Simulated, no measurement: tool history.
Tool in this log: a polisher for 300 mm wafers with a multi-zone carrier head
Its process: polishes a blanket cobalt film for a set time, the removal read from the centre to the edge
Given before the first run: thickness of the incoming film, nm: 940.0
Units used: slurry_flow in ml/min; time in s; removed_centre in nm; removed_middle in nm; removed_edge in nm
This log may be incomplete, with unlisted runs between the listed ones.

run 1 day=0.000 | slurry_flow=120 centre_zone=1.00 middle_zone=1.00 edge_zone=1.00 time=56 | removed_centre=349.83 removed_middle=352.47 removed_edge=341.40
run 2 day=0.138 | slurry_flow=120 centre_zone=1.06 middle_zone=1.00 edge_zone=1.00 time=56 | removed_centre=368.80 removed_middle=351.60 removed_edge=345.96
run 3 day=0.217 | slurry_flow=120 centre_zone=1.14 middle_zone=1.00 edge_zone=1.00 time=56 | removed_centre=395.44 removed_middle=353.30 removed_edge=344.68
run 4 day=0.354 | slurry_flow=120 centre_zone=1.14 middle_zone=1.00 edge_zone=1.00 time=66 | removed_centre=466.57 removed_middle=415.62 removed_edge=402.36
run 5 day=0.462 | slurry_flow=120 centre_zone=1.14 middle_zone=1.06 edge_zone=1.00 time=66 | removed_centre=466.31 removed_middle=437.59 removed_edge=408.60
run 6 day=0.483 | slurry_flow=110 centre_zone=1.08 middle_zone=1.00 edge_zone=0.96 time=63 | removed_centre=415.10 removed_middle=386.04 removed_edge=378.87
run 7 day=0.646 | slurry_flow=110 centre_zone=1.04 middle_zone=0.98 edge_zone=0.94 time=60 | removed_centre=381.03 removed_middle=360.36 removed_edge=362.92

Run 8, settings as shown, results not yet in. Your forecast:
run 8 day=0.675 | slurry_flow=110 centre_zone=1.03 middle_zone=0.98 edge_zone=0.94 time=57 | removed_centre=? removed_middle=? removed_edge=?

Run 8 yielded removed_centre 360.43 nm, removed_middle 342.21 nm, removed_edge 344.99 nm.
